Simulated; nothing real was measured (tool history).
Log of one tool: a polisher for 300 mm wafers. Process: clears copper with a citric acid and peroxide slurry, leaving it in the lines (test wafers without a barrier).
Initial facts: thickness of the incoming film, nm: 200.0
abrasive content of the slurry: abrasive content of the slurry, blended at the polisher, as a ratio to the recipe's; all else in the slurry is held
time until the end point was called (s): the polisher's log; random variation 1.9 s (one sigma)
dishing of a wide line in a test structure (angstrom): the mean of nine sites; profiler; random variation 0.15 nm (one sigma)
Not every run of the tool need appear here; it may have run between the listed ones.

run,hour,flow of slurry (ml/min),pressure of the wafer on the pad (kPa),speed of the pad under the wafer (cm/s),abrasive content of the slurry,overpolish time after the end point (s),time until the end point was called (s),dishing of a wide line in a test structure (angstrom)
1,0,300,23.4,86,1,18,130.92,218.64
2,7.8,300,22.1,90,1,15,135.57,187.19
3,14.5,300,25.5,78,0.95,13,130.27,164.78
4,21.9,355,25.5,78,0.95,13,132.39,159.76
# hour 24.6: slurry blender recalibrated
5,24.6,355,30.3,78,0.95,13,103.44,207.67
6,32.4,380,31.7,70,0.85,11,115.13,157.37
7,38.8,400,33.1,68,0.75,10,116.96,147.05

Predict the results of run 8:
8,39.6,415,33.8,66,0.7,9,?,?

For run 8 the tool returned time until the end point was called (s) 114.88, dishing of a wide line in a test structure (angstrom) 128.53.
